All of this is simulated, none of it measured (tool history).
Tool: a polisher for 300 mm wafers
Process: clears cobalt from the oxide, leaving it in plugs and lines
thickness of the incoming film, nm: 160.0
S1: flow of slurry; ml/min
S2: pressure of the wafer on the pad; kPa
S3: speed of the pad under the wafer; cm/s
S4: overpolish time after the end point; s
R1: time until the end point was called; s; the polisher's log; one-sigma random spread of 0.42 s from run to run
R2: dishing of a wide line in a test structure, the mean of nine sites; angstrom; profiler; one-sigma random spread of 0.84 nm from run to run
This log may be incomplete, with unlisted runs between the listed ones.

run	hour	S1	S2	S3	S4	R1	R2
1	0.0	295	16.5	118	13	18.941	571.72
2	8.6	295	15.9	118	14	20.108	586.20
3	13.1	295	13.1	118	14	23.861	534.93
4	17.3	295	13.1	118	15	23.855	557.35
5	18.8	295	13.1	92	15	30.018	477.15
6	20.7	295	16.5	92	15	24.516	557.55

Run 7 has not been measured yet. What should we expect?
7	29.4	295	16.5	92	16	?	?

Run 7 yielded R1 23.724 s, R2 566.98 angstrom.
